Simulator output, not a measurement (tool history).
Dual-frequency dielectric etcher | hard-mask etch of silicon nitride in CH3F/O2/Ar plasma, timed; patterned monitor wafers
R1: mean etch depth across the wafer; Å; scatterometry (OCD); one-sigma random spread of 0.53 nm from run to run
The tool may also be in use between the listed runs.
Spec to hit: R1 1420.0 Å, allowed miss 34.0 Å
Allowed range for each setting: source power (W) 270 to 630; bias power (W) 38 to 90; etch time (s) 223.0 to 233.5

{"run": 1, "hour": 0.0, "source power (W)": 450, "bias power (W)": 64, "etch time (s)": 223.0, "R1": 1568.7}
{"run": 2, "hour": 1.6, "source power (W)": 430, "bias power (W)": 63, "etch time (s)": 223.0, "R1": 1529.1}
{"run": 3, "hour": 7.3, "source power (W)": 500, "bias power (W)": 63, "etch time (s)": 223.0, "R1": 1631.3}
{"run": 4, "hour": 12.3, "source power (W)": 470, "bias power (W)": 63, "etch time (s)": 223.0, "R1": 1587.7}
{"run": 5, "hour": 13.2, "source power (W)": 530, "bias power (W)": 63, "etch time (s)": 223.0, "R1": 1655.9}
{"run": 6, "hour": 21.8, "source power (W)": 490, "bias power (W)": 61, "etch time (s)": 223.0, "R1": 1599.1}
{"run": 7, "hour": 27.5, "source power (W)": 460, "bias power (W)": 59, "etch time (s)": 223.0, "R1": 1549.1}
{"run": 8, "hour": 33.8, "source power (W)": 370, "bias power (W)": 54, "etch time (s)": 223.0, "R1": 1375.2}

Of the 4 settings listed for the next run, only one would bring every result within its allowed miss of target. Which one?
{"run": "A", "hour": 40.1, "source power (W)": 350, "bias power (W)": 67, "etch time (s)": 233.5, "R1": "?"}
{"run": "B", "hour": 40.1, "source power (W)": 350, "bias power (W)": 53, "etch time (s)": 225.5, "R1": "?"}
{"run": "C", "hour": 40.1, "source power (W)": 340, "bias power (W)": 65, "etch time (s)": 225.5, "R1": "?"}
{"run": "D", "hour": 40.1, "source power (W)": 360, "bias power (W)": 52, "etch time (s)": 223.0, "R1": "?"}

move=A R1=1497.6
move=B R1=1361.0
move=C R1=1416.6
move=D R1=1356.3
A: takes the biggest miss from the last run beyond its target
B: moves away from the targets compared with the last run
C: meets every target
D: moves away from the targets compared with the last run
C meets every target.

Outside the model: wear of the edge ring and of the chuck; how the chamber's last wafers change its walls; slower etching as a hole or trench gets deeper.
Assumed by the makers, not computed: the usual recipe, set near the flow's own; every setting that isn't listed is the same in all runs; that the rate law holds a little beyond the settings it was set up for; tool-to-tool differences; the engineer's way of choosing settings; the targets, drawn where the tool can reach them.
